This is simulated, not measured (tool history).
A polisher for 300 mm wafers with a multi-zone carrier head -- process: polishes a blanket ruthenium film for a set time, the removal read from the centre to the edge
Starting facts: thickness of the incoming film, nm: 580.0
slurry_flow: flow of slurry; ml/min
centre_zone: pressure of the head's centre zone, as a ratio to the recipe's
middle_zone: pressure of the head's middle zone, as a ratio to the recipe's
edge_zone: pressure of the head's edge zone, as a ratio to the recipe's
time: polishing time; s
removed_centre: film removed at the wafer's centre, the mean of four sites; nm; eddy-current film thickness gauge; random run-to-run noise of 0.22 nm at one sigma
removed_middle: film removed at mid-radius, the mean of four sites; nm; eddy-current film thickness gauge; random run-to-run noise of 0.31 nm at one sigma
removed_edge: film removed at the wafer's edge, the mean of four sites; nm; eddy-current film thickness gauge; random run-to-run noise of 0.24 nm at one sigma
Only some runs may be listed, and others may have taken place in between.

run	hour	slurry_flow	centre_zone	middle_zone	edge_zone	time	removed_centre	removed_middle	removed_edge
1	0.0	135	1.00	1.00	1.00	63	42.825	47.809	48.807
2	1.4	135	1.00	0.93	1.00	63	43.525	44.912	48.919
3	7.6	120	1.00	0.93	1.00	63	41.619	42.616	48.085
4	11.2	115	0.96	0.94	0.96	52	31.797	35.300	38.153
# hour 14.0: centre zone pressure recalibrated
5	14.0	110	0.93	0.93	0.92	47	30.290	32.099	34.493
6	21.1	100	0.90	0.94	0.92	43	26.138	27.717	30.776
7	23.8	95	0.87	0.98	0.92	42	23.834	27.719	29.418

Expected results for the next run?
8	31.1	90	0.85	0.98	0.91	41	?	?	?

removed_centre: 23.191 nm
removed_middle: 26.642 nm
removed_edge: 28.508 nm
